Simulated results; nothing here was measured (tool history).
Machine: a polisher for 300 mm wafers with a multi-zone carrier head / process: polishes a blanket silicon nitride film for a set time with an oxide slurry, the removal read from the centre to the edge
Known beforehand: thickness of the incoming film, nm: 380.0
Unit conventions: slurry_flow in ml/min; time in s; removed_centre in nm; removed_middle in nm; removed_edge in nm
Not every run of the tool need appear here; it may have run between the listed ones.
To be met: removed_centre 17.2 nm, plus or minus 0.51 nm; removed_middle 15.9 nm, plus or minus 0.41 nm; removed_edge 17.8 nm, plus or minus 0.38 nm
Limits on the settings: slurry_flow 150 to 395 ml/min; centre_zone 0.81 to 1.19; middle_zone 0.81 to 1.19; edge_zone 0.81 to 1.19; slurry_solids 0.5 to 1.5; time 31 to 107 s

{"run": 1, "hour": 0.0, "slurry_flow": 250, "centre_zone": 1, "middle_zone": 1, "edge_zone": 1, "slurry_solids": 1, "time": 69, "removed_centre": 30.161, "removed_middle": 29.688, "removed_edge": 30.219}
{"run": 2, "hour": 4.5, "slurry_flow": 250, "centre_zone": 1, "middle_zone": 0.94, "edge_zone": 1, "slurry_solids": 1, "time": 69, "removed_centre": 30.288, "removed_middle": 27.827, "removed_edge": 30.163}
{"run": 3, "hour": 12.2, "slurry_flow": 240, "centre_zone": 0.97, "middle_zone": 0.91, "edge_zone": 0.96, "slurry_solids": 0.9, "time": 66, "removed_centre": 26.094, "removed_middle": 25.062, "removed_edge": 26.567}
{"run": 4, "hour": 18.5, "slurry_flow": 240, "centre_zone": 0.97, "middle_zone": 0.94, "edge_zone": 0.96, "slurry_solids": 0.9, "time": 66, "removed_centre": 26.562, "removed_middle": 25.767, "removed_edge": 26.869}
{"run": 5, "hour": 22.9, "slurry_flow": 240, "centre_zone": 0.97, "middle_zone": 0.94, "edge_zone": 0.88, "slurry_solids": 0.9, "time": 66, "removed_centre": 26.681, "removed_middle": 25.639, "removed_edge": 25.696}
{"run": 6, "hour": 30.4, "slurry_flow": 200, "centre_zone": 0.97, "middle_zone": 0.94, "edge_zone": 0.88, "slurry_solids": 0.9, "time": 66, "removed_centre": 26.285, "removed_middle": 25.383, "removed_edge": 25.199}
{"run": 7, "hour": 32.6, "slurry_flow": 200, "centre_zone": 0.97, "middle_zone": 0.91, "edge_zone": 0.9, "slurry_solids": 0.8, "time": 63, "removed_centre": 23.355, "removed_middle": 21.647, "removed_edge": 22.857}
{"run": 8, "hour": 37.3, "slurry_flow": 200, "centre_zone": 0.97, "middle_zone": 0.91, "edge_zone": 0.9, "slurry_solids": 0.8, "time": 63, "removed_centre": 23.394, "removed_middle": 21.737, "removed_edge": 22.672}
{"run": 9, "hour": 38.6, "slurry_flow": 190, "centre_zone": 0.95, "middle_zone": 0.89, "edge_zone": 0.9, "slurry_solids": 0.75, "time": 63, "removed_centre": 21.794, "removed_middle": 20.588, "removed_edge": 21.807}
{"run": 10, "hour": 43.9, "slurry_flow": 170, "centre_zone": 0.92, "middle_zone": 0.81, "edge_zone": 0.88, "slurry_solids": 0.5, "time": 59, "removed_centre": 14.727, "removed_middle": 13.095, "removed_edge": 15.36}
{"run": 11, "hour": 44.7, "slurry_flow": 200, "centre_zone": 0.93, "middle_zone": 0.83, "edge_zone": 0.9, "slurry_solids": 0.5, "time": 59, "removed_centre": 15.117, "removed_middle": 13.791, "removed_edge": 15.704}
{"run": 12, "hour": 49.1, "slurry_flow": 195, "centre_zone": 0.95, "middle_zone": 0.85, "edge_zone": 0.94, "slurry_solids": 0.5, "time": 59, "removed_centre": 15.521, "removed_middle": 14.048, "removed_edge": 15.792}
{"run": 13, "hour": 53.1, "slurry_flow": 265, "centre_zone": 0.95, "middle_zone": 0.9, "edge_zone": 1.04, "slurry_solids": 0.6, "time": 59, "removed_centre": 18.394, "removed_middle": 17.377, "removed_edge": 19.496}
{"run": 14, "hour": 60.0, "slurry_flow": 195, "centre_zone": 0.97, "middle_zone": 0.89, "edge_zone": 1, "slurry_solids": 0.6, "time": 59, "removed_centre": 18.02, "removed_middle": 16.598, "removed_edge": 18.644}

Exercise: of the 4 proposed moves below, exactly one satisfies all targets within the stated allowed misses. Which move is it?
{"run": "A", "hour": 66.9, "slurry_flow": 180, "centre_zone": 0.94, "middle_zone": 0.81, "edge_zone": 1, "slurry_solids": 0.55, "time": 65, "removed_centre": "?", "removed_middle": "?", "removed_edge": "?"}
{"run": "B", "hour": 66.9, "slurry_flow": 175, "centre_zone": 0.96, "middle_zone": 0.92, "edge_zone": 0.88, "slurry_solids": 0.55, "time": 65, "removed_centre": "?", "removed_middle": "?", "removed_edge": "?"}
{"run": "C", "hour": 66.9, "slurry_flow": 150, "centre_zone": 0.93, "middle_zone": 0.85, "edge_zone": 0.91, "slurry_solids": 0.65, "time": 57, "removed_centre": "?", "removed_middle": "?", "removed_edge": "?"}
{"run": "D", "hour": 66.9, "slurry_flow": 200, "centre_zone": 1.11, "middle_zone": 1.02, "edge_zone": 1.02, "slurry_solids": 0.6, "time": 54, "removed_centre": "?", "removed_middle": "?", "removed_edge": "?"}

move=A removed_centre=18.024 removed_middle=15.546 removed_edge=19.148
move=B removed_centre=18.365 removed_middle=17.217 removed_edge=17.97
move=C removed_centre=17.228 removed_middle=15.657 removed_edge=17.808
move=D removed_centre=19.099 removed_middle=16.822 removed_edge=17.193
A: further off than the last run
B: brings the last run's worst result on target, with another outside its allowed miss
C: every result within its allowed miss
D: moves the result that the last run missed by most past its target, out the other side
Correct choice: C, which meets every target
